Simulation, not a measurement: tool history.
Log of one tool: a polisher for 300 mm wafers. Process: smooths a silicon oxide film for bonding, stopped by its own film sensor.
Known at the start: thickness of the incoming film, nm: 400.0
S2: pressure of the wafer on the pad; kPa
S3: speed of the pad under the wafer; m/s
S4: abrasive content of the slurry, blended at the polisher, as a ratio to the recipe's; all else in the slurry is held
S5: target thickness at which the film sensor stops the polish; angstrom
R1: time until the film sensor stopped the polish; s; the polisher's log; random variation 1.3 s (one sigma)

run 1 hour=0 | flow_of_slurry_(ml/min)=130 S2=19.3 S3=0.74 S4=1 S5=3110 | R1=131.83
run 2 hour=2.5 | flow_of_slurry_(ml/min)=130 S2=20.7 S3=0.74 S4=1 S5=3110 | R1=123.68
run 3 hour=8 | flow_of_slurry_(ml/min)=160 S2=20.7 S3=0.74 S4=1 S5=3110 | R1=115.59
run 4 hour=15.3 | flow_of_slurry_(ml/min)=160 S2=23.4 S3=0.74 S4=1 S5=3110 | R1=101.46
run 5 hour=21.2 | flow_of_slurry_(ml/min)=160 S2=24.1 S3=0.74 S4=1 S5=3110 | R1=99.418
run 6 hour=25.8 | flow_of_slurry_(ml/min)=160 S2=24.1 S3=0.74 S4=0.8 S5=3110 | R1=114.18

Run 7 comes next. What will it give?
-- hour=28 slurry nozzle cleaned
run 7 hour=28 | flow_of_slurry_(ml/min)=160 S2=24.8 S3=0.74 S4=0.8 S5=3110 | R1=?

R1: 105.88 s
